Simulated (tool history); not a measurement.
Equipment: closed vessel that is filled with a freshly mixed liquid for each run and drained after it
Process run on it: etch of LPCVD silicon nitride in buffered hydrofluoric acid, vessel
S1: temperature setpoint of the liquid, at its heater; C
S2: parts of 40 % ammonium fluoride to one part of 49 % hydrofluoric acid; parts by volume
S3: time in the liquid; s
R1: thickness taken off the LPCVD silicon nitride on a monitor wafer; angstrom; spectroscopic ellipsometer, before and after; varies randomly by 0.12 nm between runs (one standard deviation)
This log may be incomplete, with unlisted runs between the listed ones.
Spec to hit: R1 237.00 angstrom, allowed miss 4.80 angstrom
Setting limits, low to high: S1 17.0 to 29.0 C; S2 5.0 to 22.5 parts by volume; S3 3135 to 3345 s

{"run": 1, "day": 0.0, "S1": 21.0, "S2": 13.5, "S3": 3135, "R1": 298.52}
{"run": 2, "day": 0.358, "S1": 21.0, "S2": 13.5, "S3": 3135, "R1": 296.67}
{"run": 3, "day": 0.6, "S1": 20.0, "S2": 13.5, "S3": 3135, "R1": 279.32}
{"run": 4, "day": 0.729, "S1": 18.0, "S2": 13.5, "S3": 3135, "R1": 249.09}
{"run": 5, "day": 0.983, "S1": 17.5, "S2": 13.5, "S3": 3135, "R1": 244.06}
{"run": 6, "day": 1.217, "S1": 17.5, "S2": 15.5, "S3": 3135, "R1": 211.81}
{"run": 7, "day": 1.512, "S1": 18.0, "S2": 15.5, "S3": 3135, "R1": 217.19}
{"run": 8, "day": 1.546, "S1": 18.5, "S2": 15.5, "S3": 3135, "R1": 224.82}
{"run": 9, "day": 1.917, "S1": 18.5, "S2": 15.5, "S3": 3135, "R1": 226.77}
{"run": 10, "day": 1.979, "S1": 19.0, "S2": 15.5, "S3": 3135, "R1": 231.73}

Exercise: of the 4 proposed moves below, exactly one satisfies all targets within the stated allowed misses. Which move is it?
{"run": "A", "day": 2.042, "S1": 19.0, "S2": 16.5, "S3": 3260, "R1": "?"}
{"run": "B", "day": 2.042, "S1": 20.0, "S2": 18.0, "S3": 3345, "R1": "?"}
{"run": "C", "day": 2.042, "S1": 20.0, "S2": 17.0, "S3": 3160, "R1": "?"}
{"run": "D", "day": 2.042, "S1": 17.5, "S2": 14.5, "S3": 3290, "R1": "?"}

move=A R1=227.40
move=B R1=226.53
move=C R1=226.42
move=D R1=239.37
A: misses by more than the last run did
B: misses by more than the last run did
C: misses by more than the last run did
D: in spec on every target
So the answer is move D, the one that meets all the targets.
